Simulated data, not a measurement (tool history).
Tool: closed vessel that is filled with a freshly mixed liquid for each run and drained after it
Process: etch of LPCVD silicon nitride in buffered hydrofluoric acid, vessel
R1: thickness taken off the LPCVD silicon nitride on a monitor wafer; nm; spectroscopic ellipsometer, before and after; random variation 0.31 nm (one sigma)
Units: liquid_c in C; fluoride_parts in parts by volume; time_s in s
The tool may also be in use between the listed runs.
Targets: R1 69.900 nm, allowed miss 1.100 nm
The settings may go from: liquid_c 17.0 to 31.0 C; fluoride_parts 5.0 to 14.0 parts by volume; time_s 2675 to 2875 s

Run 1, hour 0.0: liquid_c 23.0 C, fluoride_parts 8.5 parts by volume, time_s 2675 s. Result: R1 32.531 nm.
Run 2, hour 5.5: liquid_c 25.0 C, fluoride_parts 7.5 parts by volume, time_s 2675 s. Result: R1 41.668 nm.
Run 3, hour 7.6: liquid_c 26.5 C, fluoride_parts 7.0 parts by volume, time_s 2675 s. Result: R1 48.502 nm.
Run 4, hour 14.6: liquid_c 27.5 C, fluoride_parts 7.0 parts by volume, time_s 2675 s. Result: R1 51.483 nm.
Run 5, hour 18.2: liquid_c 28.5 C, fluoride_parts 7.0 parts by volume, time_s 2675 s. Result: R1 54.492 nm.
Run 6, hour 20.0: liquid_c 29.0 C, fluoride_parts 7.0 parts by volume, time_s 2675 s. Result: R1 55.969 nm.
Run 7, hour 23.4: liquid_c 29.5 C, fluoride_parts 7.0 parts by volume, time_s 2675 s. Result: R1 57.660 nm.
Run 8, hour 31.3: liquid_c 30.0 C, fluoride_parts 7.0 parts by volume, time_s 2675 s. Result: R1 58.786 nm.
Run 9, hour 34.0: liquid_c 30.5 C, fluoride_parts 7.0 parts by volume, time_s 2675 s. Result: R1 60.763 nm.
Run 10, hour 39.9: liquid_c 31.0 C, fluoride_parts 6.5 parts by volume, time_s 2675 s. Result: R1 66.481 nm.

4 next moves are on the table. One of them brings every result within its allowed miss. Which?
Run A, hour 45.8: liquid_c 31.0 C, fluoride_parts 6.5 parts by volume, time_s 2810 s. Result: R1 ?.
Run B, hour 45.8: liquid_c 27.0 C, fluoride_parts 5.5 parts by volume, time_s 2725 s. Result: R1 ?.
Run C, hour 45.8: liquid_c 31.0 C, fluoride_parts 6.0 parts by volume, time_s 2750 s. Result: R1 ?.
Run D, hour 45.8: liquid_c 31.0 C, fluoride_parts 6.0 parts by volume, time_s 2730 s. Result: R1 ?.

move      R1
   A  69.429
   B  62.806
   C  72.810
   D  72.281
A: meets every target
B: further off than the last run
C: takes the result that was furthest off past its target
D: takes the result that was furthest off past its target
Move A is the one to make.

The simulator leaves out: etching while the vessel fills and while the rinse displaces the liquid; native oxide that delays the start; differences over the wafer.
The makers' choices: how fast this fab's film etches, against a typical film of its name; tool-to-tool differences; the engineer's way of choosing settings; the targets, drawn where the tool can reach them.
